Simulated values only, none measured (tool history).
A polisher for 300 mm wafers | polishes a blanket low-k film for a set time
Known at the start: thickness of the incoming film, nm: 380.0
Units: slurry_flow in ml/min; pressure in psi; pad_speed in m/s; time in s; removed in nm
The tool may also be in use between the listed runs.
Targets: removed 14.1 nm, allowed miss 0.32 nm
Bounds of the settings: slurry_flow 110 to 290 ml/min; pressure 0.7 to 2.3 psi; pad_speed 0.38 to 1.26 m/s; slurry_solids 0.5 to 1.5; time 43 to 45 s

{"run": 1, "hour": 0.0, "slurry_flow": 185, "pressure": 1.5, "pad_speed": 0.82, "slurry_solids": 1, "time": 43, "removed": 11.512}
{"run": 2, "hour": 1.1, "slurry_flow": 185, "pressure": 1.5, "pad_speed": 0.82, "slurry_solids": 1, "time": 43, "removed": 11.396}
{"run": 3, "hour": 6.0, "slurry_flow": 200, "pressure": 1.6, "pad_speed": 0.82, "slurry_solids": 1, "time": 43, "removed": 12.175}
{"run": 4, "hour": 15.0, "slurry_flow": 200, "pressure": 1.7, "pad_speed": 0.82, "slurry_solids": 1, "time": 43, "removed": 12.923}
{"run": 5, "hour": 20.4, "slurry_flow": 200, "pressure": 1.7, "pad_speed": 0.82, "slurry_solids": 0.8, "time": 43, "removed": 11.653}
{"run": 6, "hour": 28.1, "slurry_flow": 200, "pressure": 1.8, "pad_speed": 0.82, "slurry_solids": 0.8, "time": 43, "removed": 12.259}
{"run": 7, "hour": 28.9, "slurry_flow": 205, "pressure": 1.9, "pad_speed": 0.82, "slurry_solids": 0.8, "time": 43, "removed": 12.888}
{"run": 8, "hour": 35.5, "slurry_flow": 210, "pressure": 2, "pad_speed": 0.82, "slurry_solids": 0.8, "time": 43, "removed": 13.524}
{"hour": 44.3, "done": "worn pad replaced by a new one"}
{"run": 9, "hour": 44.3, "slurry_flow": 215, "pressure": 2, "pad_speed": 0.82, "slurry_solids": 0.8, "time": 43, "removed": 14.534}

Which of these 4 next moves meets every target?
{"run": "A", "hour": 53.1, "slurry_flow": 215, "pressure": 2.3, "pad_speed": 0.76, "slurry_solids": 0.7, "time": 45, "removed": "?"}
{"run": "B", "hour": 53.1, "slurry_flow": 220, "pressure": 1.9, "pad_speed": 0.82, "slurry_solids": 0.9, "time": 44, "removed": "?"}
{"run": "C", "hour": 53.1, "slurry_flow": 235, "pressure": 2.1, "pad_speed": 0.8, "slurry_solids": 0.85, "time": 43, "removed": "?"}
{"run": "D", "hour": 53.1, "slurry_flow": 230, "pressure": 2, "pad_speed": 0.76, "slurry_solids": 0.85, "time": 43, "removed": "?"}

move=A removed=15.152
move=B removed=14.995
move=C removed=15.397
move=D removed=14.185
A: further off than the last run
B: further off than the last run
C: further off than the last run
D: meets every target
Move D is the one to make.
